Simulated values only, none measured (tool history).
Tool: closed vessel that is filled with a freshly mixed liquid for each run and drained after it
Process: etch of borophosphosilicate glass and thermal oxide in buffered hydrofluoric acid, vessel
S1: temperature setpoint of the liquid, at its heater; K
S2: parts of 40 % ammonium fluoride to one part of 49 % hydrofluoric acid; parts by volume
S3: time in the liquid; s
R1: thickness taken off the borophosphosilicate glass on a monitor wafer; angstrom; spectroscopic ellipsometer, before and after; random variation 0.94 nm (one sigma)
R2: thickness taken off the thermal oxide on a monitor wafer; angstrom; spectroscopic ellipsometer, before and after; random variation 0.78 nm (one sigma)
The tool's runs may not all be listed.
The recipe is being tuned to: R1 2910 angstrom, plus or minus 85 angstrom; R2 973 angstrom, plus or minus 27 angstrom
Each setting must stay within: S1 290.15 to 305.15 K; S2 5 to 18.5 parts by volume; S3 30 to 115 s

Run 1, hour 0: S1 297.15 K, S2 11.5 parts by volume, S3 60 s. Result: R1 1631.1 angstrom, R2 538.03 angstrom.
Run 2, hour 4.1: S1 298.65 K, S2 11 parts by volume, S3 60 s. Result: R1 1845 angstrom, R2 612.96 angstrom.
Run 3, hour 7.5: S1 300.15 K, S2 10.5 parts by volume, S3 60 s. Result: R1 2082.1 angstrom, R2 703.23 angstrom.
Run 4, hour 16.2: S1 301.15 K, S2 10.5 parts by volume, S3 60 s. Result: R1 2205.8 angstrom, R2 726.36 angstrom.
Run 5, hour 22.4: S1 297.65 K, S2 10.5 parts by volume, S3 60 s. Result: R1 1826.2 angstrom, R2 604.59 angstrom.
At hour 29: thermometer replaced.
Run 6, hour 29: S1 299.15 K, S2 10.5 parts by volume, S3 60 s. Result: R1 2232.6 angstrom, R2 751.17 angstrom.
Run 7, hour 37.7: S1 300.15 K, S2 10.5 parts by volume, S3 60 s. Result: R1 2366 angstrom, R2 782.52 angstrom.
Run 8, hour 44.6: S1 300.65 K, S2 10.5 parts by volume, S3 60 s. Result: R1 2440.7 angstrom, R2 816 angstrom.
Run 9, hour 48.3: S1 301.15 K, S2 10.5 parts by volume, S3 60 s. Result: R1 2494.3 angstrom, R2 827.95 angstrom.
Run 10, hour 56.4: S1 301.65 K, S2 10.5 parts by volume, S3 60 s. Result: R1 2550.9 angstrom, R2 847.69 angstrom.
Run 11, hour 62.7: S1 302.15 K, S2 10.5 parts by volume, S3 60 s. Result: R1 2626.5 angstrom, R2 867.41 angstrom.
Run 12, hour 67.6: S1 302.65 K, S2 10.5 parts by volume, S3 60 s. Result: R1 2679.9 angstrom, R2 904.4 angstrom.
Run 13, hour 73.1: S1 303.15 K, S2 10.5 parts by volume, S3 60 s. Result: R1 2771.2 angstrom, R2 927.59 angstrom.

Exercise: of the 5 proposed moves below, exactly one satisfies all targets within the stated allowed misses. Which move is it?
Run A, hour 78.6: S1 297.65 K, S2 10.5 parts by volume, S3 90 s. Result: R1 ?, R2 ?.
Run B, hour 78.6: S1 302.15 K, S2 12.5 parts by volume, S3 85 s. Result: R1 ?, R2 ?.
Run C, hour 78.6: S1 301.65 K, S2 10 parts by volume, S3 70 s. Result: R1 ?, R2 ?.
Run D, hour 78.6: S1 303.15 K, S2 9 parts by volume, S3 60 s. Result: R1 ?, R2 ?.
Run E, hour 78.6: S1 305.15 K, S2 11 parts by volume, S3 60 s. Result: R1 ?, R2 ?.

move      R1      R2
   A  3113.7  1030.9
   B  3146.5  1045.4
   C  3141.2    1042
   D  3113.2  1032.7
   E  2941.3  977.92
A: the result that was furthest off in the last run now lies on the other side of its target
B: the result that was furthest off in the last run now lies on the other side of its target
C: the result that was furthest off in the last run now lies on the other side of its target
D: the result that was furthest off in the last run now lies on the other side of its target
E: meets every target
E is the move that brings every result within its allowed miss.
